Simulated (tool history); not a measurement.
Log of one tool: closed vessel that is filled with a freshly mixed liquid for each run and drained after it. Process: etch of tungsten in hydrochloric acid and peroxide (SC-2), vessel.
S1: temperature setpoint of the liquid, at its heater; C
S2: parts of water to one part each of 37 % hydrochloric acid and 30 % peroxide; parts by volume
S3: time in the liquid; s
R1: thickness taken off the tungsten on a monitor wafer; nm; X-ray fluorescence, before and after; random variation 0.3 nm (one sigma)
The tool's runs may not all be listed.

{"run": 1, "hour": 0.0, "S1": 49.0, "S2": 10.0, "S3": 135, "R1": 15.338}
{"run": 2, "hour": 8.8, "S1": 49.0, "S2": 10.0, "S3": 145, "R1": 16.846}
{"run": 3, "hour": 12.9, "S1": 49.0, "S2": 10.0, "S3": 135, "R1": 15.54}
{"run": 4, "hour": 18.0, "S1": 55.5, "S2": 10.0, "S3": 135, "R1": 23.636}
{"run": 5, "hour": 23.0, "S1": 56.5, "S2": 10.0, "S3": 135, "R1": 25.249}
{"run": 6, "hour": 26.3, "S1": 56.5, "S2": 12.5, "S3": 135, "R1": 20.671}
{"run": 7, "hour": 32.4, "S1": 58.5, "S2": 12.5, "S3": 135, "R1": 23.46}
{"run": 8, "hour": 36.3, "S1": 59.5, "S2": 12.5, "S3": 135, "R1": 24.763}

Forecast run 9:
{"run": 9, "hour": 39.8, "S1": 60.5, "S2": 12.5, "S3": 135, "R1": "?"}

{"run 9": {"R1": 27.069}}
